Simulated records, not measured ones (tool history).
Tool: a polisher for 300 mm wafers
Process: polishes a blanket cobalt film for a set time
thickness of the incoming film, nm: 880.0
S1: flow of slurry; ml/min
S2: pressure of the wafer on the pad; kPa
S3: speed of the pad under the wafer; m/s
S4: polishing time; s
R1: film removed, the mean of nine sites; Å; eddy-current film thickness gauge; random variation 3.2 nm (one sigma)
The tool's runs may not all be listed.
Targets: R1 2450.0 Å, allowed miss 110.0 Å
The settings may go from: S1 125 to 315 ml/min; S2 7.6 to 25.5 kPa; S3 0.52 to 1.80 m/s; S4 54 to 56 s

run  hour   S1    S2    S3  S4      R1
  1   0.0  205  16.5  1.16  54  4291.7
  2   6.7  205  16.5  1.36  54  5068.0
  3  12.5  240  16.5  1.36  54  5121.7
  4  20.5  240  20.0  1.36  54  6194.8
  5  25.8  240  17.2  1.36  54  5265.3
  6  34.0  240  15.9  1.30  54  4784.7
  7  36.5  235  14.5  1.24  54  4176.3
  8  45.0  235  13.1  1.20  54  3625.0
  9  45.9  235  12.4  1.18  54  3372.3
 10  48.7  235   8.3  1.16  54  2294.6

5 next moves are on the table. One of them brings every result within its allowed miss. Which?
  A  51.5  200  7.6  1.20  55   ?
  B  51.5  175  8.3  1.20  54   ?
  C  51.5  240  9.7  1.08  54   ?
  D  51.5  235  8.3  1.08  54   ?
  E  51.5  205  9.7  0.94  56   ?

move      R1
   A  2147.8
   B  2248.9
   C  2460.0
   D  2121.5
   E  2217.0
A: further off than the last run
B: further off than the last run
C: meets every target
D: further off than the last run
E: further off than the last run
The right move is C.
